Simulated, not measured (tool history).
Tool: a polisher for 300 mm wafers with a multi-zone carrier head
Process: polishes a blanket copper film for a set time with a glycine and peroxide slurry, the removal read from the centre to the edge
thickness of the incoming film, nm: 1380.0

run	hour	flow of slurry (ml/min)	pressure of the head's centre zone	pressure of the head's middle zone	pressure of the head's edge zone	polishing time (s)	film removed at the wafer's centre (nm)	film removed at mid-radius (nm)	film removed at the wafer's edge (nm)
1	0.0	305	1.00	1.00	1.00	79	320.23	335.86	330.25
2	3.1	305	1.00	1.07	1.00	79	327.22	351.90	331.64
3	10.4	295	0.97	1.00	1.01	77	309.87	326.72	323.57
4	12.6	295	1.01	1.00	1.01	77	323.28	324.81	317.77
5	19.1	295	1.01	1.00	0.98	77	323.32	325.06	318.71
6	25.3	295	1.01	1.00	0.98	64	275.05	273.73	265.79

The next listed run, before its measurement:
7	27.1	305	0.97	0.97	1.04	65	?	?	?

{"run 7": {"film removed at the wafer's centre (nm)": 265.9, "film removed at mid-radius (nm)": 268.53, "film removed at the wafer's edge (nm)": 275.6}}
